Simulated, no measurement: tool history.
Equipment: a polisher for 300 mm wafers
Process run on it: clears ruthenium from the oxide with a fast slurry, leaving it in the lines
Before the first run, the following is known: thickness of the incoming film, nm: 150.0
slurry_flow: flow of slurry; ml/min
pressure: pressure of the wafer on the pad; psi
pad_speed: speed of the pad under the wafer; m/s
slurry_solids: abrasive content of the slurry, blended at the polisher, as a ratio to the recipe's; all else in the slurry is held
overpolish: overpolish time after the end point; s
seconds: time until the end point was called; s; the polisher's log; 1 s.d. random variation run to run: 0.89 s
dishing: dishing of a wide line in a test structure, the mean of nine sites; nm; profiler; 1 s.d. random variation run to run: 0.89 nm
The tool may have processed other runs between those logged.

run    day  slurry_flow  pressure  pad_speed  slurry_solids  overpolish  seconds  dishing
  1      0          200       2.4       0.94              1          16   51.421   44.202
  2  0.183          195         2       0.94              1          18   60.133   39.262
  3  0.308          190       1.7       0.92              1          21   70.862   40.288
  4  0.667          190       1.7       1.04              1          21   63.639   45.239
  5  1.021          185       1.5       1.02              1          22   71.276   41.559
  6    1.3          185       1.5       1.02            1.2          22    66.32   44.916
  7  1.662          180       1.4          1            1.2          23   71.668   43.568
  8  1.938          175       1.3       0.98            1.2          24   79.825   42.672

Run 9 comes next. What will it give?
  9  2.292          165       1.3       0.98            1.2          24        ?        ?

For run 9 the tool returned seconds 77.779 s, dishing 40.016 nm.
